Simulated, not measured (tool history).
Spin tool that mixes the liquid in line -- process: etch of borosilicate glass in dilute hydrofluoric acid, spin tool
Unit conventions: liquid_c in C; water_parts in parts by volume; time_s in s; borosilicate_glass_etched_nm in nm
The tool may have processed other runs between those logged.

| run | hour | liquid_c | water_parts | time_s | borosilicate_glass_etched_nm |
|---|---|---|---|---|---|
| 1 | 0.0 | 22 | 140 | 210 | 35.603 |
| 2 | 4.6 | 22 | 140 | 225 | 37.732 |
| 3 | 12.3 | 25 | 140 | 225 | 42.303 |
| 4 | 18.1 | 25 | 140 | 210 | 39.810 |
| 5 | 25.8 | 25 | 170 | 210 | 31.329 |
| 6 | 28.6 | 25 | 145 | 210 | 38.102 |
| 7 | 31.6 | 26 | 140 | 210 | 40.545 |

The next listed run, before its measurement:
| 8 | 37.4 | 27 | 135 | 210 | ? |

{"run 8": {"borosilicate_glass_etched_nm": 44.823}}
